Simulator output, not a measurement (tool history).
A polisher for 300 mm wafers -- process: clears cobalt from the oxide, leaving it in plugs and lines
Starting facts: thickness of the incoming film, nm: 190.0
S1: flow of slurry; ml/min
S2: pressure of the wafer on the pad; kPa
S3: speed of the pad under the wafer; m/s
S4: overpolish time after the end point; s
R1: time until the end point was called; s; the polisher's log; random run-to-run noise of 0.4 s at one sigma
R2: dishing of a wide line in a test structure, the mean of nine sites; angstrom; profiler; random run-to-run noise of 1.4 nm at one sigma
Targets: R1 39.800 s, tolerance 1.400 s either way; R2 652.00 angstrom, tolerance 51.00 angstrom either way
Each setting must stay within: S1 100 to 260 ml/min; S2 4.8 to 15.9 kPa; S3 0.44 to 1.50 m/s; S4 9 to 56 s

run 1 hour=0.0 | S1=165 S2=10.3 S3=0.96 S4=29 | R1=48.735 R2=665.57
run 2 hour=4.7 | S1=165 S2=10.3 S3=0.84 S4=29 | R1=55.737 R2=616.44
run 3 hour=6.2 | S1=170 S2=11.0 S3=0.84 S4=28 | R1=51.782 R2=618.13
run 4 hour=13.2 | S1=170 S2=11.0 S3=0.84 S4=19 | R1=51.700 R2=515.66
run 5 hour=18.7 | S1=170 S2=11.0 S3=0.84 S4=26 | R1=51.593 R2=605.10
run 6 hour=26.1 | S1=170 S2=9.0 S3=0.84 S4=26 | R1=62.347 R2=534.60
run 7 hour=32.2 | S1=175 S2=9.7 S3=0.84 S4=25 | R1=57.438 R2=552.07
run 8 hour=35.5 | S1=190 S2=10.3 S3=0.84 S4=25 | R1=53.301 R2=564.20
run 9 hour=36.5 | S1=200 S2=11.0 S3=0.84 S4=25 | R1=50.472 R2=616.88
run 10 hour=44.6 | S1=205 S2=11.7 S3=0.84 S4=24 | R1=47.119 R2=592.06
run 11 hour=46.0 | S1=215 S2=13.8 S3=0.86 S4=29 | R1=38.792 R2=718.28
run 12 hour=49.3 | S1=215 S2=13.8 S3=0.86 S4=28 | R1=38.741 R2=705.08
run 13 hour=53.5 | S1=215 S2=13.8 S3=0.86 S4=27 | R1=38.731 R2=692.15

Next run, 5 choices. One meets every target within its allowed miss, the rest don't. Which?
run A hour=57.7 | S1=190 S2=12.4 S3=1.04 S4=34 | R1=? R2=?
run B hour=57.7 | S1=185 S2=14.5 S3=0.90 S4=20 | R1=? R2=?
run C hour=57.7 | S1=165 S2=15.2 S3=0.80 S4=41 | R1=? R2=?
run D hour=57.7 | S1=245 S2=12.4 S3=0.94 S4=24 | R1=? R2=?
run E hour=57.7 | S1=220 S2=13.8 S3=0.92 S4=22 | R1=? R2=?

move=A R1=37.711 R2=781.99
move=B R1=37.075 R2=641.36
move=C R1=40.050 R2=808.15
move=D R1=39.954 R2=675.15
move=E R1=37.223 R2=669.70
A: its largest miss is bigger than the last run's
B: the furthest-off result lands on target, but another misses its tolerance
C: its largest miss is bigger than the last run's
D: each result inside its tolerance
E: the furthest-off result lands on target, but another misses its tolerance
The move that meets every target is D.
